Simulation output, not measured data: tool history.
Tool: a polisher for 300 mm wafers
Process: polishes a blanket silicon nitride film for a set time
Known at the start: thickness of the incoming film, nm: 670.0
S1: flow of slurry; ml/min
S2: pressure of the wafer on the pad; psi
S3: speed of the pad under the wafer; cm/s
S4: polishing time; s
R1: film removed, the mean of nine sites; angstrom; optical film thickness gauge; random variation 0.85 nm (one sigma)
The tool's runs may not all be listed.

{"run": 1, "day": 0.0, "S1": 130, "S2": 3.4, "S3": 122, "S4": 46, "R1": 785.55}
{"run": 2, "day": 0.15, "S1": 145, "S2": 3.4, "S3": 122, "S4": 46, "R1": 796.17}
{"run": 3, "day": 0.225, "S1": 145, "S2": 3.6, "S3": 122, "S4": 46, "R1": 831.6}
{"run": 4, "day": 0.488, "S1": 145, "S2": 3.8, "S3": 122, "S4": 46, "R1": 871.98}
{"run": 5, "day": 0.525, "S1": 145, "S2": 3.9, "S3": 122, "S4": 46, "R1": 878.31}
{"run": 6, "day": 0.85, "S1": 145, "S2": 3.4, "S3": 122, "S4": 46, "R1": 788.65}

Run 7 comes next. What will it give?
{"run": 7, "day": 1.167, "S1": 145, "S2": 3.6, "S3": 122, "S4": 46, "R1": "?"}

R1: 839.64 angstrom

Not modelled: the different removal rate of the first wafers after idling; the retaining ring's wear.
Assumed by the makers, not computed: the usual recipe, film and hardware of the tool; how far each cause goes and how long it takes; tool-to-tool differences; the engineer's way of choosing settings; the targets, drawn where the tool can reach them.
